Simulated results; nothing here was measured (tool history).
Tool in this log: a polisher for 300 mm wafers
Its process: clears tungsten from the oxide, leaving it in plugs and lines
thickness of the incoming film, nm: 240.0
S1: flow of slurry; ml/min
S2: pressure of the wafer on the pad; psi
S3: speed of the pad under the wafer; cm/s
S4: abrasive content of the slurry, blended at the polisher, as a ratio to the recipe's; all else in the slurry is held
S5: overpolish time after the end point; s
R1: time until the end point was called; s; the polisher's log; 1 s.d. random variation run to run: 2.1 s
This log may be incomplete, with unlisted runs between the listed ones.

{"run": 1, "day": 0.0, "S1": 240, "S2": 3.6, "S3": 96, "S4": 1.0, "S5": 33, "R1": 48.614}
{"run": 2, "day": 0.046, "S1": 215, "S2": 3.6, "S3": 96, "S4": 1.0, "S5": 33, "R1": 46.889}
{"run": 3, "day": 0.121, "S1": 215, "S2": 3.6, "S3": 114, "S4": 1.0, "S5": 33, "R1": 39.796}
{"run": 4, "day": 0.217, "S1": 215, "S2": 3.6, "S3": 138, "S4": 1.0, "S5": 33, "R1": 33.673}
{"run": 5, "day": 0.3, "S1": 215, "S2": 3.9, "S3": 138, "S4": 1.0, "S5": 33, "R1": 30.753}
{"run": 6, "day": 0.579, "S1": 215, "S2": 3.5, "S3": 124, "S4": 0.95, "S5": 33, "R1": 38.103}
{"run": 7, "day": 0.667, "S1": 220, "S2": 3.2, "S3": 110, "S4": 0.95, "S5": 33, "R1": 46.109}
{"run": 8, "day": 0.95, "S1": 195, "S2": 2.2, "S3": 82, "S4": 0.8, "S5": 33, "R1": 85.697}

Run 9, settings as shown, results not yet in. Your forecast:
{"run": 9, "day": 1.046, "S1": 195, "S2": 2.1, "S3": 80, "S4": 0.8, "S5": 33, "R1": "?"}

Run 9 came out at R1 94.098 s.

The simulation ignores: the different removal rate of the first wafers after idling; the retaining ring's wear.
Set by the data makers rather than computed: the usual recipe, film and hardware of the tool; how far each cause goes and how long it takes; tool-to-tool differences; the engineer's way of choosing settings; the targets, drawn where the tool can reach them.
